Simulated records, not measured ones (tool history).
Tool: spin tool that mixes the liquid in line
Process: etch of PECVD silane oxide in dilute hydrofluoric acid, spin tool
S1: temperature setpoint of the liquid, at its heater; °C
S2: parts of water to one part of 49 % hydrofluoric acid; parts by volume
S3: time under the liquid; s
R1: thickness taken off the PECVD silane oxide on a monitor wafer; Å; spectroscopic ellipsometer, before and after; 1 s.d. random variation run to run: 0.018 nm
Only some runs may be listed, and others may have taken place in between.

run,day,S1,S2,S3,R1
1,0,23,220,25,37.737
2,0.042,23,250,25,32.102
3,0.354,25,245,25,35.374
4,0.546,25,210,25,42.666
5,0.6,25.5,210,25,43.677
6,0.85,25.5,210,25,43.519

What does the tool deliver on the next run?
7,0.938,26,210,25,?

{"run 7": {"R1": 44.013}}
